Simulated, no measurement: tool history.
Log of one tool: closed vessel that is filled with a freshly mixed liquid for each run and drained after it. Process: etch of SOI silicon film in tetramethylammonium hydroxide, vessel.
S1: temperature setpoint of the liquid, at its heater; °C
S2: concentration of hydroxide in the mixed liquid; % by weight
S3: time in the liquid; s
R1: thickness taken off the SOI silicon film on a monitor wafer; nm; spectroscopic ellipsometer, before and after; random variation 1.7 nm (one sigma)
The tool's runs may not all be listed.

Run 1, hour 0: S1 65 °C, S2 15.5 % by weight, S3 30 s. Result: R1 128.96 nm.
Run 2, hour 1.5: S1 66 °C, S2 15.5 % by weight, S3 30 s. Result: R1 134.18 nm.
Run 3, hour 5.1: S1 67 °C, S2 15.5 % by weight, S3 30 s. Result: R1 142.47 nm.
Run 4, hour 7.1: S1 67 °C, S2 13.5 % by weight, S3 30 s. Result: R1 155.98 nm.
Run 5, hour 8: S1 67 °C, S2 13.5 % by weight, S3 30 s. Result: R1 151.25 nm.
Run 6, hour 16.1: S1 67 °C, S2 16 % by weight, S3 30 s. Result: R1 141.24 nm.
Run 7, hour 18.7: S1 67.5 °C, S2 16 % by weight, S3 30 s. Result: R1 147.93 nm.
Run 8, hour 22.2: S1 67.5 °C, S2 16 % by weight, S3 30 s. Result: R1 146.59 nm.

Run 9 comes next. What will it give?
Run 9, hour 27.5: S1 68 °C, S2 16 % by weight, S3 30 s. Result: R1 ?.

R1: 150.11 nm

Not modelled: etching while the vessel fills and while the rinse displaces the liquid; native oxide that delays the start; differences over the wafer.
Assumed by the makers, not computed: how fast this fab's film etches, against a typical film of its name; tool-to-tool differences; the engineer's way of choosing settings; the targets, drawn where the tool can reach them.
